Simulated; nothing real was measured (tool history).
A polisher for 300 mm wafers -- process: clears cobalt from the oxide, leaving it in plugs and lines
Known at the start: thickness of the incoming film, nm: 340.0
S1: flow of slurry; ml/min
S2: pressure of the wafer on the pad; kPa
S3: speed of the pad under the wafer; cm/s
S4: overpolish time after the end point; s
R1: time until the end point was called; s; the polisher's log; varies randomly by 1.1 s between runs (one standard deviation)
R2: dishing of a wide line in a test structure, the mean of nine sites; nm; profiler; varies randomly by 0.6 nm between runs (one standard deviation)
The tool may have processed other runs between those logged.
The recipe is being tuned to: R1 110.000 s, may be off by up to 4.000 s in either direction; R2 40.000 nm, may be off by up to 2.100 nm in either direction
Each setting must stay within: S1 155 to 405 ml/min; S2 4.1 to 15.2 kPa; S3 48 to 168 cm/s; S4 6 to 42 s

| run | hour | S1 | S2 | S3 | S4 | R1 | R2 |
|---|---|---|---|---|---|---|---|
| 1 | 0.0 | 260 | 9.7 | 108 | 21 | 83.801 | 42.463 |
| 2 | 5.1 | 260 | 9.0 | 108 | 22 | 90.903 | 41.593 |
| 3 | 12.0 | 260 | 9.0 | 124 | 22 | 79.098 | 44.036 |
| 4 | 13.3 | 260 | 8.3 | 124 | 23 | 83.889 | 44.194 |
| 5 | 21.7 | 290 | 8.3 | 124 | 23 | 84.723 | 44.107 |
| 6 | 24.7 | 290 | 8.3 | 124 | 18 | 84.922 | 37.891 |
| 7 | 27.3 | 290 | 7.6 | 124 | 20 | 92.352 | 38.931 |
| 8 | 32.2 | 285 | 5.5 | 124 | 24 | 122.700 | 37.785 |

Which single option among these 5 for the next run brings every result within its allowed miss of target? Just one does.
| A | 37.1 | 265 | 6.2 | 124 | 24 | ? | ? |
| B | 37.1 | 295 | 6.2 | 144 | 22 | ? | ? |
| C | 37.1 | 270 | 6.9 | 120 | 18 | ? | ? |
| D | 37.1 | 305 | 8.3 | 100 | 17 | ? | ? |
| E | 37.1 | 310 | 6.2 | 96 | 30 | ? | ? |

| move | R1 | R2 |
|---|---|---|
| A | 111.710 | 39.927 |
| B | 97.090 | 40.848 |
| C | 104.390 | 35.618 |
| D | 102.400 | 34.863 |
| E | 137.470 | 40.369 |
A: every result lands within tolerance
B: carries the result that was furthest off beyond its target, to the other side
C: carries the result that was furthest off beyond its target, to the other side
D: carries the result that was furthest off beyond its target, to the other side
E: misses by more than the last run did
A is the move that brings every result within its allowed miss.
